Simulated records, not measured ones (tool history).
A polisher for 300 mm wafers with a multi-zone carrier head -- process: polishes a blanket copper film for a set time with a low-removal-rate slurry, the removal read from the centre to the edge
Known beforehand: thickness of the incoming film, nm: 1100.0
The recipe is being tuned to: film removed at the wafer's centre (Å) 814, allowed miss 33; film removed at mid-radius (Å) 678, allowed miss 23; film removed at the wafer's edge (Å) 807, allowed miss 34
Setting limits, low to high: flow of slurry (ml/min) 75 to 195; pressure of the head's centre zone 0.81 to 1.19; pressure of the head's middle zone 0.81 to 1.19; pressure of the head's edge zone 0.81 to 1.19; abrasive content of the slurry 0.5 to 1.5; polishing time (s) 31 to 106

run  hour  flow of slurry (ml/min)  pressure of the head's centre zone  pressure of the head's middle zone  pressure of the head's edge zone  abrasive content of the slurry  polishing time (s)  film removed at the wafer's centre (Å)  film removed at mid-radius (Å)  film removed at the wafer's edge (Å)
  1     0                      125                                   1                                   1                                 1                               1                  68                                  1283.7                          1262.6                                1258.1
  2   2.8                      125                                   1                                   1                                 1                               1                  76                                  1454.2                          1404.8                                1448.5
  3     9                      115                                   1                                0.96                              1.01                             0.9                  71                                    1277                          1216.4                                1269.4
  4  13.3                      110                                1.01                                0.93                              1.03                            0.85                  67                                  1210.3                          1086.3                                1200.6
  5  17.6                      110                                1.01                                0.93                              1.03                            0.85                  75                                  1353.3                          1243.9                                1351.5
  6  25.6                      110                                1.01                                0.93                              1.11                            0.85                  75                                  1322.2                          1230.6                                1394.5
  7    33                      105                                1.01                                0.91                               1.1                             0.8                  70                                  1207.7                          1097.6                                1269.5
  8  39.4                      100                                1.01                                 0.9                              1.08                            0.75                  66                                  1119.4                          986.55                                1156.2
  9  43.7                       95                                   1                                0.89                              1.06                             0.7                  63                                  1012.5                          917.06                                1054.7
 10  50.8                       80                                1.06                                0.81                              1.03                             0.5                  49                                  718.67                          583.11                                739.45
 11  51.5                      115                                1.05                                0.85                              1.04                             0.5                  49                                  772.94                          641.18                                782.08
 12    58                      120                                1.05                                0.86                              1.04                             0.5                  49                                  776.87                          655.42                                777.09

4 next moves are on the table. One of them brings every result within its allowed miss. Which?
  A  64.5                      160                                1.06                                0.89                              0.87                             0.5                  47                                       ?                               ?                                     ?
  B  64.5                      140                                1.08                                0.89                              0.94                            0.55                  47                                       ?                               ?                                     ?
  C  64.5                      140                                1.03                                0.85                              1.04                            0.55                  48                                       ?                               ?                                     ?
  D  64.5                      120                                1.01                                0.86                              1.06                             0.6                  43                                       ?                               ?                                     ?

move  film removed at the wafer's centre (Å)  film removed at mid-radius (Å)  film removed at the wafer's edge (Å)
   A                                  781.61                          671.77                                714.51
   B                                  793.53                          676.69                                750.49
   C                                  788.94                          665.36                                805.03
   D                                  695.78                          601.15                                732.84
A: brings the last run's worst result on target, with another outside its allowed miss
B: brings the last run's worst result on target, with another outside its allowed miss
C: in spec on every target
D: moves away from the targets compared with the last run
Correct choice: C, which meets every target
